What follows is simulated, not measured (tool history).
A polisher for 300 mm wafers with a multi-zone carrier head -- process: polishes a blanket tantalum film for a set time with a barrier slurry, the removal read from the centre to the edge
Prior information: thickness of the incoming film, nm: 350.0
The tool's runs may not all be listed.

| run | hour | flow of slurry (ml/min) | pressure of the head's centre zone | pressure of the head's middle zone | pressure of the head's edge zone | abrasive content of the slurry | polishing time (s) | film removed at the wafer's centre (nm) | film removed at mid-radius (nm) | film removed at the wafer's edge (nm) |
|---|---|---|---|---|---|---|---|---|---|---|
| 1 | 0 | 270 | 1 | 1 | 1 | 1 | 61 | 101.35 | 101.25 | 95.415 |
| 2 | 8.8 | 270 | 1 | 1 | 1.04 | 1 | 61 | 101.92 | 101.18 | 96.2 |
| 3 | 16 | 285 | 1 | 1.04 | 1.05 | 1.05 | 61 | 101.75 | 105.41 | 96.442 |
| 4 | 23.8 | 285 | 0.93 | 1.04 | 1.05 | 1.05 | 61 | 94.162 | 105.99 | 98.933 |
| 5 | 27.6 | 285 | 0.88 | 1.04 | 1.05 | 1.05 | 61 | 89.985 | 104.88 | 100.04 |
| 6 | 33.8 | 285 | 0.88 | 1.04 | 0.97 | 1.05 | 61 | 88.832 | 107.22 | 96.274 |

Estimate the outcome of run 7 from the log above:
| 7 | 42.9 | 285 | 0.88 | 1.04 | 0.97 | 1.05 | 61 | ? | ? | ? |

film removed at the wafer's centre (nm): 88.816
film removed at mid-radius (nm): 106.66
film removed at the wafer's edge (nm): 97.189

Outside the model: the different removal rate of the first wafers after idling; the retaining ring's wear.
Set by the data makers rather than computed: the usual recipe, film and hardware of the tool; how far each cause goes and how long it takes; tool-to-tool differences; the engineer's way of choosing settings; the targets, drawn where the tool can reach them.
